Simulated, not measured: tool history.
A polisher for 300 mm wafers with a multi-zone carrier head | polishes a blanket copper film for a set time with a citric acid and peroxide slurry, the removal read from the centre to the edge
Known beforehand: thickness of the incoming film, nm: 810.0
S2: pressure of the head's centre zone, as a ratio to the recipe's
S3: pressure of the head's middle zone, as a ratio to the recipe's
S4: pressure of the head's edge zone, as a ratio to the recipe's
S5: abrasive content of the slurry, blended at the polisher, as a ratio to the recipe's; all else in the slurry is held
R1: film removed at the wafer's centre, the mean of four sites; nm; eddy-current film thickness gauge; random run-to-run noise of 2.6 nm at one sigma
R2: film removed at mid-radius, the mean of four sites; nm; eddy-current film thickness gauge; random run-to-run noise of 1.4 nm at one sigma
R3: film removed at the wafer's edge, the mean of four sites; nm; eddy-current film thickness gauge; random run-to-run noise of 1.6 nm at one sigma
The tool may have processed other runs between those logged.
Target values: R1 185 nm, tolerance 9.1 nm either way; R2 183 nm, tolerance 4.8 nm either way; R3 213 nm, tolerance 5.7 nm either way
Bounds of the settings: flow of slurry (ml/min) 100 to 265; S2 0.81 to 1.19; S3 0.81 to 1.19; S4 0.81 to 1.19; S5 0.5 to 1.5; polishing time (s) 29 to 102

{"run": 1, "hour": 0.0, "flow of slurry (ml/min)": 170, "S2": 1, "S3": 1, "S4": 1, "S5": 1, "polishing time (s)": 65, "R1": 141.65, "R2": 137.29, "R3": 136.74}
{"run": 2, "hour": 8.3, "flow of slurry (ml/min)": 175, "S2": 0.98, "S3": 0.98, "S4": 1.05, "S5": 1.1, "polishing time (s)": 69, "R1": 151.71, "R2": 145.5, "R3": 152.01}
{"run": 3, "hour": 17.3, "flow of slurry (ml/min)": 180, "S2": 0.96, "S3": 0.97, "S4": 1.09, "S5": 1.2, "polishing time (s)": 72, "R1": 159.4, "R2": 160.61, "R3": 167.56}
{"run": 4, "hour": 22.2, "flow of slurry (ml/min)": 180, "S2": 0.9, "S3": 0.97, "S4": 1.09, "S5": 1.2, "polishing time (s)": 72, "R1": 150.21, "R2": 158.03, "R3": 166.2}
{"run": 5, "hour": 31.2, "flow of slurry (ml/min)": 180, "S2": 0.9, "S3": 0.97, "S4": 1.01, "S5": 1.2, "polishing time (s)": 72, "R1": 148, "R2": 157.97, "R3": 163.15}
{"run": 6, "hour": 32.5, "flow of slurry (ml/min)": 190, "S2": 0.9, "S3": 0.94, "S4": 1.04, "S5": 1.3, "polishing time (s)": 74, "R1": 161.97, "R2": 162.95, "R3": 172.85}
{"run": 7, "hour": 36.7, "flow of slurry (ml/min)": 190, "S2": 0.89, "S3": 0.92, "S4": 1.07, "S5": 1.35, "polishing time (s)": 76, "R1": 166.61, "R2": 165.52, "R3": 181.86}
{"run": 8, "hour": 43.1, "flow of slurry (ml/min)": 190, "S2": 0.89, "S3": 0.92, "S4": 1.07, "S5": 1.35, "polishing time (s)": 76, "R1": 163.71, "R2": 165.35, "R3": 181.6}
{"run": 9, "hour": 50.5, "flow of slurry (ml/min)": 195, "S2": 0.89, "S3": 0.91, "S4": 1.1, "S5": 1.4, "polishing time (s)": 77, "R1": 165.72, "R2": 168.87, "R3": 191.45}
{"run": 10, "hour": 54.5, "flow of slurry (ml/min)": 205, "S2": 0.91, "S3": 0.91, "S4": 1.12, "S5": 1.45, "polishing time (s)": 77, "R1": 173.71, "R2": 171.5, "R3": 193.45}
{"hour": 63.1, "done": "worn pad replaced by a new one"}
{"run": 11, "hour": 63.1, "flow of slurry (ml/min)": 230, "S2": 0.88, "S3": 0.89, "S4": 1.19, "S5": 1.5, "polishing time (s)": 81, "R1": 198.3, "R2": 196.31, "R3": 234.97}
{"run": 12, "hour": 65.8, "flow of slurry (ml/min)": 220, "S2": 0.89, "S3": 0.89, "S4": 1.18, "S5": 1.5, "polishing time (s)": 81, "R1": 197.13, "R2": 196.33, "R3": 234.23}
{"run": 13, "hour": 74.2, "flow of slurry (ml/min)": 210, "S2": 0.9, "S3": 0.89, "S4": 1.17, "S5": 1.5, "polishing time (s)": 81, "R1": 199.63, "R2": 199.3, "R3": 231.91}
{"run": 14, "hour": 83.3, "flow of slurry (ml/min)": 175, "S2": 0.87, "S3": 0.81, "S4": 1.08, "S5": 1.35, "polishing time (s)": 81, "R1": 184.68, "R2": 174.12, "R3": 214.95}

5 next moves are on the table. One of them brings every result within its allowed miss. Which?
{"run": "A", "hour": 92.4, "flow of slurry (ml/min)": 170, "S2": 0.82, "S3": 0.85, "S4": 1.08, "S5": 1.45, "polishing time (s)": 85, "R1": "?", "R2": "?", "R3": "?"}
{"run": "B", "hour": 92.4, "flow of slurry (ml/min)": 190, "S2": 0.93, "S3": 0.84, "S4": 1.04, "S5": 1.15, "polishing time (s)": 91, "R1": "?", "R2": "?", "R3": "?"}
{"run": "C", "hour": 92.4, "flow of slurry (ml/min)": 170, "S2": 0.81, "S3": 0.84, "S4": 1.15, "S5": 1.15, "polishing time (s)": 86, "R1": "?", "R2": "?", "R3": "?"}
{"run": "D", "hour": 92.4, "flow of slurry (ml/min)": 185, "S2": 0.94, "S3": 0.81, "S4": 1.1, "S5": 1.45, "polishing time (s)": 75, "R1": "?", "R2": "?", "R3": "?"}
{"run": "E", "hour": 92.4, "flow of slurry (ml/min)": 245, "S2": 0.85, "S3": 0.83, "S4": 1.02, "S5": 1.4, "polishing time (s)": 79, "R1": "?", "R2": "?", "R3": "?"}

move=A R1=184.15 R2=195.24 R3=228.1
move=B R1=212.51 R2=196.22 R3=227.19
move=C R1=172.32 R2=183.26 R3=222.01
move=D R1=188.42 R2=167.34 R3=204.33
move=E R1=183.46 R2=183.28 R3=211.02
A: the result that was furthest off in the last run now lies on the other side of its target
B: the result that was furthest off in the last run now lies on the other side of its target
C: brings the last run's worst result on target, with another outside its allowed miss
D: moves away from the targets compared with the last run
E: all results in spec
Go with E: it meets all targets.

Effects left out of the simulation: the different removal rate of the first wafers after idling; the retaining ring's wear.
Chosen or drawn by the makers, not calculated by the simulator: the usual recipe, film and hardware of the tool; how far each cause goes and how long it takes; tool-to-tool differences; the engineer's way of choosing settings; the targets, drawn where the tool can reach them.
